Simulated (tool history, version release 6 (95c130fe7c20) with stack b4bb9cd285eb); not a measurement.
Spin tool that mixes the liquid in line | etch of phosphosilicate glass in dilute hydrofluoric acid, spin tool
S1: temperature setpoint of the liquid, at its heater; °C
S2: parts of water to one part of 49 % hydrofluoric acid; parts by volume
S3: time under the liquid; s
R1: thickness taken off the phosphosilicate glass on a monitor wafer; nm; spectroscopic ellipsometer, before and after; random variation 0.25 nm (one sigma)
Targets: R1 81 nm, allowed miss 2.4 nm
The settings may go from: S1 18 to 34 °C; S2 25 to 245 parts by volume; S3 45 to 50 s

run	hour	S1	S2	S3	R1
1	0	26	135	45	37.114
2	9	28	135	45	39.657
3	12.6	28	135	50	44.371
4	20.1	28	110	50	56.247
5	21.3	29.5	105	50	62.223
6	27.9	29.5	150	50	40.855
7	30	30.5	135	50	48.197
8	32.8	31.5	120	50	57.527
9	41.3	32	110	50	65.07
10	47.3	32.5	105	50	70.116
11	48.3	33	100	50	75.176

Which of these 4 next moves meets every target?
A	49.3	33	85	45	?
B	49.3	33.5	80	45	?
C	49.3	32	95	50	?
D	49.3	32.5	100	50	?

move	R1
A	81.667
B	89.088
C	77.06
D	74.011
A: meets every target
B: takes the result that was furthest off past its target
C: nearer than the last run, and not there yet
D: further off than the last run
Answer: A

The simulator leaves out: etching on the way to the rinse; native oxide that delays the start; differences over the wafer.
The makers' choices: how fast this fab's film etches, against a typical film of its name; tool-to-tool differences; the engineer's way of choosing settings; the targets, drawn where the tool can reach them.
